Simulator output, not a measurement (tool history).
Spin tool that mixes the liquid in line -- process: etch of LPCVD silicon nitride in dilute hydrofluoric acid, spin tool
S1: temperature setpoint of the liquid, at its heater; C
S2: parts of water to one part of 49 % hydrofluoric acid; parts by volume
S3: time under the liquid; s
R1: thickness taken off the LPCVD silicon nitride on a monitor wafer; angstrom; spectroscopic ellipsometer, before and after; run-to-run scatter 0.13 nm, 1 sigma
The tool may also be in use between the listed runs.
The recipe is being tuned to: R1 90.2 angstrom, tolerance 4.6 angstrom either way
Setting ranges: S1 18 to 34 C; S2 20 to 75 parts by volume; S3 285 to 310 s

run,hour,S1,S2,S3,R1
1,0,26,45,285,38.595
2,5.4,28,40,285,50.511
3,10.8,28,40,285,52.088
4,19.4,28,40,285,50.86
5,26.2,25,40,285,41.935
6,31.7,28,40,285,51.486
7,32.8,29.5,40,285,55.764
8,37.8,30.5,40,285,59.023
9,41.3,31.5,40,285,63.158
10,50,32,40,285,64.684
11,50.5,32.5,40,285,68.101
12,54.7,33,40,285,69.83
13,58.8,33.5,35,285,84.522

Pick the move, out of 5, that brings all results within their allowed miss; only one does.
A,62.9,34,35,300,?
B,62.9,32,35,285,?
C,62.9,33,35,285,?
D,62.9,34,40,310,?
E,62.9,34,40,300,?

move,R1
A,89.612
B,74.949
C,79.896
D,81.162
E,78.544
A: all results land within tolerance of their targets
B: lands further from the targets than the last run did
C: lands further from the targets than the last run did
D: lands further from the targets than the last run did
E: lands further from the targets than the last run did
Answer: A
